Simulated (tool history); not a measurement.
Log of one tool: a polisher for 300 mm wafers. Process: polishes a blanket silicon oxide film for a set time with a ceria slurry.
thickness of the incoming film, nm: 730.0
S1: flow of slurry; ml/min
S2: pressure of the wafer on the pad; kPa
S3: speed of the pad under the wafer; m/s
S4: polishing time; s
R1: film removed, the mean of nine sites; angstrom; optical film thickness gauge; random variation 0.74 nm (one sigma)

run   hour   S1    S2    S3  S4       R1
  1    0.0  245  24.8  1.32  29  1745.30
  2    7.1  245  24.8  1.02  29  1488.20
  3   13.4  245  28.3  1.02  29  1661.30
  4   20.3  245  28.3  1.02  26  1492.10
  5   22.9  245  26.9  1.02  26  1451.80
  6   31.4  245  25.5  1.02  26  1356.20
  7   37.3  245  24.8  1.02  26  1322.40
  8   38.8  245  24.8  1.02  26  1326.50
  9   44.2  245  24.1  1.02  26  1302.60
 10   51.0  245  23.4  1.02  26  1256.00
 11   59.8  245  22.8  1.02  26  1204.20
 12   60.9  245  22.8  1.02  26  1224.60
 13   68.5  245  22.1  1.02  26  1201.80
 14   74.1  245  21.4  1.02  26  1152.10
 15   80.1  245  20.7  1.02  26  1107.80
 16   87.1  245  20.0  1.02  26  1070.60
 17   90.6  240  18.6  1.02  26  1006.10
 18   99.0  235  18.6  1.02  26   993.39
 19  100.7  230  18.6  1.02  26   994.89
 20  108.7  225  18.6  1.02  26   992.22
 21  112.1  220  18.6  1.02  26  1001.90

Forecast run 22:
 22  114.4  220  17.2  1.02  26   ?

{"run 22": {"R1": 926.29}}
